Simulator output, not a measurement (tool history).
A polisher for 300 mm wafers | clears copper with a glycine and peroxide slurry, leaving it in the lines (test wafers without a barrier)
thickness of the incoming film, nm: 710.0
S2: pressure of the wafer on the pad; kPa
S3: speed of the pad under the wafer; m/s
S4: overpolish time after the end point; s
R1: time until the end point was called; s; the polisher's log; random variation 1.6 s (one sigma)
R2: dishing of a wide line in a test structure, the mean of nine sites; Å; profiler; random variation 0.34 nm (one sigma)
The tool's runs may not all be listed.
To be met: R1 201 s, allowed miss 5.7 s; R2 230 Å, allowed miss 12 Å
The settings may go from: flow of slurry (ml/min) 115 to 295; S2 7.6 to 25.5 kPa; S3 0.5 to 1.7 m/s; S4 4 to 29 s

Run 1, hour 0: flow of slurry (ml/min) 190, S2 16.5 kPa, S3 1.1 m/s, S4 15 s. Result: R1 134.83 s, R2 348.23 Å.
Run 2, hour 2.1: flow of slurry (ml/min) 190, S2 13.8 kPa, S3 1.1 m/s, S4 15 s. Result: R1 153.17 s, R2 332.24 Å.
Run 3, hour 10.2: flow of slurry (ml/min) 190, S2 13.8 kPa, S3 1.1 m/s, S4 10 s. Result: R1 155.55 s, R2 271.38 Å.
Run 4, hour 10.9: flow of slurry (ml/min) 190, S2 15.9 kPa, S3 1.1 m/s, S4 10 s. Result: R1 137.24 s, R2 279.97 Å.
Run 5, hour 18.2: flow of slurry (ml/min) 190, S2 15.9 kPa, S3 0.84 m/s, S4 10 s. Result: R1 169.32 s, R2 255.43 Å.
Run 6, hour 22.7: flow of slurry (ml/min) 185, S2 15.2 kPa, S3 0.84 m/s, S4 10 s. Result: R1 178.53 s, R2 244.34 Å.
Run 7, hour 28.2: flow of slurry (ml/min) 175, S2 14.5 kPa, S3 0.84 m/s, S4 10 s. Result: R1 186.08 s, R2 240.14 Å.
Run 8, hour 36.4: flow of slurry (ml/min) 165, S2 14.5 kPa, S3 0.84 m/s, S4 10 s. Result: R1 187.31 s, R2 242.3 Å.
Run 9, hour 44.2: flow of slurry (ml/min) 160, S2 14.5 kPa, S3 0.84 m/s, S4 10 s. Result: R1 187.56 s, R2 236.39 Å.
Run 10, hour 49.2: flow of slurry (ml/min) 155, S2 14.5 kPa, S3 0.84 m/s, S4 10 s. Result: R1 189.51 s, R2 241.85 Å.
Run 11, hour 52.1: flow of slurry (ml/min) 155, S2 14.5 kPa, S3 0.84 m/s, S4 10 s. Result: R1 189.98 s, R2 235.23 Å.

4 next moves are on the table. One of them brings every result within its allowed miss. Which?
Run A, hour 55: flow of slurry (ml/min) 160, S2 16.5 kPa, S3 0.66 m/s, S4 10 s. Result: R1 ?, R2 ?.
Run B, hour 55: flow of slurry (ml/min) 175, S2 8.3 kPa, S3 1.3 m/s, S4 14 s. Result: R1 ?, R2 ?.
Run C, hour 55: flow of slurry (ml/min) 190, S2 12.4 kPa, S3 0.78 m/s, S4 11 s. Result: R1 ?, R2 ?.
Run D, hour 55: flow of slurry (ml/min) 180, S2 13.1 kPa, S3 0.74 m/s, S4 11 s. Result: R1 ?, R2 ?.

move      R1      R2
   A   205.1   230.8
   B  204.52  274.67
   C  217.91  235.15
   D  219.36  234.67
A: meets every target
B: brings the result that was furthest off to its target, and leaves another outside
C: takes the result that was furthest off past its target
D: takes the result that was furthest off past its target
Answer: A

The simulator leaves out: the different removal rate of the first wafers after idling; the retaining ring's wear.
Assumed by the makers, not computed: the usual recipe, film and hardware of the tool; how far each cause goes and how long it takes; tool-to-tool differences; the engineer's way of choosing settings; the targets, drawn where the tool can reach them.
